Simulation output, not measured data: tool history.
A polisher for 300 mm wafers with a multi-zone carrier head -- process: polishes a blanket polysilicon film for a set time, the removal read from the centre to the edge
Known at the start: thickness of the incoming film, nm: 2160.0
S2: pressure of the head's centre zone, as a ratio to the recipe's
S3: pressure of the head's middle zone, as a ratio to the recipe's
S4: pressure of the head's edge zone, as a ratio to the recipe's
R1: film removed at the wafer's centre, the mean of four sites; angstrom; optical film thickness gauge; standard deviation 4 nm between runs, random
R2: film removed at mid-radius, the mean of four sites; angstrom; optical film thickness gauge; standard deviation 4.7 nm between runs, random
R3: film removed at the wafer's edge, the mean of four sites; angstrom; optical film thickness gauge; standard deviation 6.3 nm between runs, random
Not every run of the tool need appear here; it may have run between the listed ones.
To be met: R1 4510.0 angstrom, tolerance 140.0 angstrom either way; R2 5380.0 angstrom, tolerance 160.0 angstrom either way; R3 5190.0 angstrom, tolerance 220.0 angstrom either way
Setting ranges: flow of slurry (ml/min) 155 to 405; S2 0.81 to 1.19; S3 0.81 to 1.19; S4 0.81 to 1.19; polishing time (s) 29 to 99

run 1 hour=0.0 | flow_of_slurry_(ml/min)=260 S2=1.00 S3=1.00 S4=1.00 polishing_time_(s)=64 | R1=5231.1 R2=5442.5 R3=5328.4
run 2 hour=0.7 | flow_of_slurry_(ml/min)=215 S2=1.00 S3=1.00 S4=1.00 polishing_time_(s)=64 | R1=5232.3 R2=5249.9 R3=5216.2
run 3 hour=1.9 | flow_of_slurry_(ml/min)=215 S2=1.00 S3=1.00 S4=1.00 polishing_time_(s)=77 | R1=6115.3 R2=6358.8 R3=6345.4
run 4 hour=6.8 | flow_of_slurry_(ml/min)=215 S2=0.98 S3=1.00 S4=0.99 polishing_time_(s)=76 | R1=5970.4 R2=6321.7 R3=6151.5
run 5 hour=10.2 | flow_of_slurry_(ml/min)=215 S2=0.98 S3=1.06 S4=0.99 polishing_time_(s)=76 | R1=5980.0 R2=6510.3 R3=6130.2
run 6 hour=15.0 | flow_of_slurry_(ml/min)=215 S2=0.98 S3=1.01 S4=0.99 polishing_time_(s)=76 | R1=6026.4 R2=6351.3 R3=6145.7
run 7 hour=22.3 | flow_of_slurry_(ml/min)=220 S2=0.96 S3=1.01 S4=1.00 polishing_time_(s)=74 | R1=5677.7 R2=6248.3 R3=6139.1
run 8 hour=27.3 | flow_of_slurry_(ml/min)=215 S2=0.95 S3=1.00 S4=0.99 polishing_time_(s)=73 | R1=5596.1 R2=6015.0 R3=6080.1
run 9 hour=29.4 | flow_of_slurry_(ml/min)=215 S2=0.94 S3=1.01 S4=0.98 polishing_time_(s)=72 | R1=5472.2 R2=5912.7 R3=5788.1
run 10 hour=31.0 | flow_of_slurry_(ml/min)=215 S2=0.92 S3=1.01 S4=0.98 polishing_time_(s)=71 | R1=5198.6 R2=5906.2 R3=5785.7
run 11 hour=32.6 | flow_of_slurry_(ml/min)=210 S2=0.91 S3=1.01 S4=0.97 polishing_time_(s)=71 | R1=5143.0 R2=5861.3 R3=5848.1
run 12 hour=33.6 | flow_of_slurry_(ml/min)=210 S2=0.90 S3=1.01 S4=0.96 polishing_time_(s)=70 | R1=5033.1 R2=5887.3 R3=5745.9
run 13 hour=38.6 | flow_of_slurry_(ml/min)=205 S2=0.90 S3=1.01 S4=0.95 polishing_time_(s)=69 | R1=4889.7 R2=5718.9 R3=5513.2

Exactly one of the 5 candidate moves below puts every result within its allowed miss. Which one?
run A hour=43.6 | flow_of_slurry_(ml/min)=195 S2=0.84 S3=1.14 S4=0.84 polishing_time_(s)=64 | R1=? R2=? R3=?
run B hour=43.6 | flow_of_slurry_(ml/min)=255 S2=0.92 S3=1.05 S4=0.81 polishing_time_(s)=64 | R1=? R2=? R3=?
run C hour=43.6 | flow_of_slurry_(ml/min)=200 S2=1.03 S3=1.03 S4=0.90 polishing_time_(s)=61 | R1=? R2=? R3=?
run D hour=43.6 | flow_of_slurry_(ml/min)=215 S2=0.85 S3=1.08 S4=0.93 polishing_time_(s)=61 | R1=? R2=? R3=?
run E hour=43.6 | flow_of_slurry_(ml/min)=235 S2=0.87 S3=1.01 S4=0.96 polishing_time_(s)=64 | R1=? R2=? R3=?

move=A R1=4289.2 R2=5855.3 R3=4792.6
move=B R1=4912.1 R2=5676.6 R3=4865.0
move=C R1=5041.9 R2=5133.9 R3=4734.7
move=D R1=4210.3 R2=5412.8 R3=4845.5
move=E R1=4586.2 R2=5434.0 R3=5215.6
A: takes the biggest miss from the last run beyond its target
B: moves away from the targets compared with the last run
C: moves away from the targets compared with the last run
D: takes the biggest miss from the last run beyond its target
E: every result within its allowed miss
E is the move that brings every result within its allowed miss.

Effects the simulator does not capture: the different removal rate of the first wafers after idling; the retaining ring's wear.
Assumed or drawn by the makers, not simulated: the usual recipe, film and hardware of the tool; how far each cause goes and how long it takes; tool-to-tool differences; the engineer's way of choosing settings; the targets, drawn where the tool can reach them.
